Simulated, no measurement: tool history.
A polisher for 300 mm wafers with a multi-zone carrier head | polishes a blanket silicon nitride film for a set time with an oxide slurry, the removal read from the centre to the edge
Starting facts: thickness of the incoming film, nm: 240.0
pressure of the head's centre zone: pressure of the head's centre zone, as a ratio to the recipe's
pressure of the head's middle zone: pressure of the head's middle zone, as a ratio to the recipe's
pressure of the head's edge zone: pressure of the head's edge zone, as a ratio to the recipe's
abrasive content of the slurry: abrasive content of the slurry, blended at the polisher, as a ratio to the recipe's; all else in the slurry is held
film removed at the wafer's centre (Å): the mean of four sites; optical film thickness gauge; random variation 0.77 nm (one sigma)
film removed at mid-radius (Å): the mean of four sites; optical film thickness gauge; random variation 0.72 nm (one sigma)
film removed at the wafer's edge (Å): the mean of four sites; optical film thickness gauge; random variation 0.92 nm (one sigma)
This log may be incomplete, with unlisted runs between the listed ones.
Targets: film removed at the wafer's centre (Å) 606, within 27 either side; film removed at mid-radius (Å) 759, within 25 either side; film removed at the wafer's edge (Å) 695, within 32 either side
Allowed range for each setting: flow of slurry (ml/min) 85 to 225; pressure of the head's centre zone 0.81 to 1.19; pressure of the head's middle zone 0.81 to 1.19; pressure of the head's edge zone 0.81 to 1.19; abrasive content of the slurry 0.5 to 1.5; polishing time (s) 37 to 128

run	hour	flow of slurry (ml/min)	pressure of the head's centre zone	pressure of the head's middle zone	pressure of the head's edge zone	abrasive content of the slurry	polishing time (s)	film removed at the wafer's centre (Å)	film removed at mid-radius (Å)	film removed at the wafer's edge (Å)
1	0	145	1	1	1	1	82	532.86	525.36	531.39
2	4.6	145	0.94	1	1	1	82	495	529.54	509.11
3	11.6	145	0.94	1.01	1.02	1.05	82	534.52	542.57	543.04
4	14.8	160	0.94	1.01	1.02	1.05	82	533.33	564.92	562.58
5	21.6	165	0.94	1.03	1.02	1.05	82	538.1	569.77	568.22
6	29.1	165	0.94	0.97	1.02	1.05	82	521.56	536.82	562.09
7	35.4	170	0.93	0.99	1.03	1.05	82	537.26	552.89	564.84
8	41.6	175	0.92	1.01	1.04	1.05	82	516.03	570.69	575.71
9	49.2	180	0.92	1.03	1.04	1.05	82	530.33	583.22	562.51
10	52.1	185	0.91	1.04	1.05	1.1	82	545.07	607.49	583.27

Which of these 5 next moves meets every target?
A	55	195	0.88	1.17	0.95	1	85	?	?	?
B	55	220	0.92	0.99	0.98	1.1	98	?	?	?
C	55	210	0.82	1.06	0.97	1.1	99	?	?	?
D	55	200	0.84	0.98	1.08	1.25	99	?	?	?
E	55	215	0.81	0.94	1.08	0.85	128	?	?	?

move	film removed at the wafer's centre (Å)	film removed at mid-radius (Å)	film removed at the wafer's edge (Å)
A	504.98	648.01	554.17
B	658.84	700.33	698.68
C	588.75	745.31	698.76
D	642.42	743.5	783.3
E	626.54	725.89	790.17
A: closes in on the targets versus the last run, not all within tolerance yet
B: closes in on the targets versus the last run, not all within tolerance yet
C: every result lands within tolerance
D: the worst result of the last run now meets its target, but another is out of spec
E: closes in on the targets versus the last run, not all within tolerance yet
Answer: C

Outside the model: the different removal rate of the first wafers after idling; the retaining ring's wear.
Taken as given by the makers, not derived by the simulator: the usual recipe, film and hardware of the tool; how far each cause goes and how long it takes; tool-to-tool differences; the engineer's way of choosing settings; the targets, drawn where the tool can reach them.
